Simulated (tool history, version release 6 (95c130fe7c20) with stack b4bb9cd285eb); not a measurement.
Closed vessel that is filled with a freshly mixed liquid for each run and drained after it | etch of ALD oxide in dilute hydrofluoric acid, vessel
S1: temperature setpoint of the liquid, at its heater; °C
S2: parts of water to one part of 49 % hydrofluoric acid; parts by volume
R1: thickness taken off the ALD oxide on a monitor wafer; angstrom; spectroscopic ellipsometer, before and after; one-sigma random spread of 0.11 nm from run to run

run 1 day=0 | S1=24 S2=120 time_in_the_liquid_(s)=130 | R1=140.54
run 2 day=0.325 | S1=24 S2=90 time_in_the_liquid_(s)=130 | R1=193.35
run 3 day=0.621 | S1=24 S2=75 time_in_the_liquid_(s)=130 | R1=235.25
run 4 day=0.662 | S1=24 S2=75 time_in_the_liquid_(s)=130 | R1=235.23
run 5 day=0.708 | S1=24 S2=75 time_in_the_liquid_(s)=140 | R1=253.85
run 6 day=0.792 | S1=24 S2=115 time_in_the_liquid_(s)=140 | R1=158.02
run 7 day=1.012 | S1=26.5 S2=105 time_in_the_liquid_(s)=140 | R1=193.51
run 8 day=1.25 | S1=28 S2=95 time_in_the_liquid_(s)=140 | R1=228.1

Run 9 comes next. What will it give?
run 9 day=1.517 | S1=28 S2=95 time_in_the_liquid_(s)=140 | R1=?

Run 9 came out at R1 229.03 angstrom.
